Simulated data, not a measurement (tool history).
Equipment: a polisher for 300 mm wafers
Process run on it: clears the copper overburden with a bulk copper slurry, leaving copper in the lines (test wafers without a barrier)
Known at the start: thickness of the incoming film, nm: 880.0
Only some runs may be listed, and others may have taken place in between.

run,hour,flow of slurry (ml/min),pressure of the wafer on the pad (psi),speed of the pad under the wafer (cm/s),abrasive content of the slurry,overpolish time after the end point (s),time until the end point was called (s),dishing of a wide line in a test structure (angstrom)
1,0,275,2.3,96,1,21,171.15,380.04
2,2.5,275,2.3,96,1.2,21,162.2,399.57
3,8.8,275,2.3,96,1,21,166.29,395.8
4,11.2,310,2.3,96,1,21,166.3,397.33
5,18.2,310,2.3,96,1,14,161.51,355.54
6,22.7,275,2.3,96,1,14,168.44,326.47
7,30.6,275,2.3,96,1,14,159.91,333.72
8,33.3,285,2.6,98,1,14,142.45,359.84

Run 9, settings as shown, results not yet in. Your forecast:
9,39.7,290,2.8,100,1,14,?,?

time until the end point was called (s): 126.02
dishing of a wide line in a test structure (angstrom): 377.33
